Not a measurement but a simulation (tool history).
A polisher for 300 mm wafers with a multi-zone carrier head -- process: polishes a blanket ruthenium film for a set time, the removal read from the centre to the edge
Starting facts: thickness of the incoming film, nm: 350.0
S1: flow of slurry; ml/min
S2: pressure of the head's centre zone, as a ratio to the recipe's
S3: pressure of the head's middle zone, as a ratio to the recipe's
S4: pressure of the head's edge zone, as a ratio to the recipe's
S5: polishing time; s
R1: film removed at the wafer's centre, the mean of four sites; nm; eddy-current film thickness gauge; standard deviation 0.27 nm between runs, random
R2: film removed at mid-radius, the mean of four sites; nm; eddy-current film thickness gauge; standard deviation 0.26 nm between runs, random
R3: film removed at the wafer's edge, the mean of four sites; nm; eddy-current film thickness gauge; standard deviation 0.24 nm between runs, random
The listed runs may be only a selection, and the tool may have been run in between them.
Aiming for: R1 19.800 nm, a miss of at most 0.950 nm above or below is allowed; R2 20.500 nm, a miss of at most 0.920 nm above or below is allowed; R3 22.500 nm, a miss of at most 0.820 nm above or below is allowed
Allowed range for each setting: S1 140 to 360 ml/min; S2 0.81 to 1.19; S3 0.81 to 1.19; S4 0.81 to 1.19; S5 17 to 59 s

{"run": 1, "hour": 0.0, "S1": 230, "S2": 1.0, "S3": 1.0, "S4": 1.0, "S5": 38, "R1": 35.056, "R2": 36.017, "R3": 35.724}
{"run": 2, "hour": 5.8, "S1": 230, "S2": 1.0, "S3": 1.09, "S4": 1.0, "S5": 38, "R1": 35.197, "R2": 38.962, "R3": 35.243}
{"run": 3, "hour": 14.8, "S1": 220, "S2": 0.97, "S3": 1.03, "S4": 0.99, "S5": 33, "R1": 29.755, "R2": 32.284, "R3": 30.705}
{"run": 4, "hour": 22.0, "S1": 215, "S2": 0.94, "S3": 0.98, "S4": 0.98, "S5": 30, "R1": 26.513, "R2": 27.856, "R3": 27.124}
{"run": 5, "hour": 24.8, "S1": 215, "S2": 0.94, "S3": 0.98, "S4": 1.01, "S5": 30, "R1": 26.48, "R2": 27.618, "R3": 28.449}
{"run": 6, "hour": 26.5, "S1": 160, "S2": 0.94, "S3": 0.98, "S4": 1.01, "S5": 30, "R1": 25.201, "R2": 26.734, "R3": 26.775}
{"run": 7, "hour": 33.0, "S1": 155, "S2": 0.91, "S3": 0.95, "S4": 1.01, "S5": 29, "R1": 23.032, "R2": 24.998, "R3": 26.27}
{"run": 8, "hour": 35.4, "S1": 155, "S2": 0.9, "S3": 0.92, "S4": 0.99, "S5": 28, "R1": 21.912, "R2": 22.912, "R3": 24.892}
{"run": 9, "hour": 37.5, "S1": 155, "S2": 0.9, "S3": 0.92, "S4": 0.99, "S5": 28, "R1": 22.318, "R2": 23.67, "R3": 24.86}
{"run": 10, "hour": 41.2, "S1": 155, "S2": 0.89, "S3": 0.9, "S4": 0.98, "S5": 27, "R1": 21.0, "R2": 21.97, "R3": 24.24}
{"run": 11, "hour": 46.8, "S1": 155, "S2": 0.89, "S3": 0.89, "S4": 0.9, "S5": 25, "R1": 19.531, "R2": 19.881, "R3": 21.23}
{"run": 12, "hour": 51.8, "S1": 160, "S2": 0.89, "S3": 0.89, "S4": 0.91, "S5": 25, "R1": 19.791, "R2": 20.338, "R3": 20.873}

Consider the 4 candidate settings below. Which is the only one whose results all fall within their allowed miss of target?
{"run": "A", "hour": 56.8, "S1": 260, "S2": 0.91, "S3": 0.9, "S4": 0.81, "S5": 22, "R1": "?", "R2": "?", "R3": "?"}
{"run": "B", "hour": 56.8, "S1": 210, "S2": 0.98, "S3": 1.0, "S4": 0.81, "S5": 21, "R1": "?", "R2": "?", "R3": "?"}
{"run": "C", "hour": 56.8, "S1": 140, "S2": 0.89, "S3": 0.88, "S4": 0.96, "S5": 26, "R1": "?", "R2": "?", "R3": "?"}
{"run": "D", "hour": 56.8, "S1": 230, "S2": 0.95, "S3": 0.91, "S4": 0.91, "S5": 22, "R1": "?", "R2": "?", "R3": "?"}

move=A R1=19.029 R2=19.643 R3=18.882
move=B R1=18.992 R2=19.911 R3=17.630
move=C R1=19.617 R2=20.578 R3=22.383
move=D R1=19.542 R2=19.519 R3=19.666
A: misses by more than the last run did
B: misses by more than the last run did
C: every result lands within tolerance
D: misses by more than the last run did
C is the move that brings every result within its allowed miss.

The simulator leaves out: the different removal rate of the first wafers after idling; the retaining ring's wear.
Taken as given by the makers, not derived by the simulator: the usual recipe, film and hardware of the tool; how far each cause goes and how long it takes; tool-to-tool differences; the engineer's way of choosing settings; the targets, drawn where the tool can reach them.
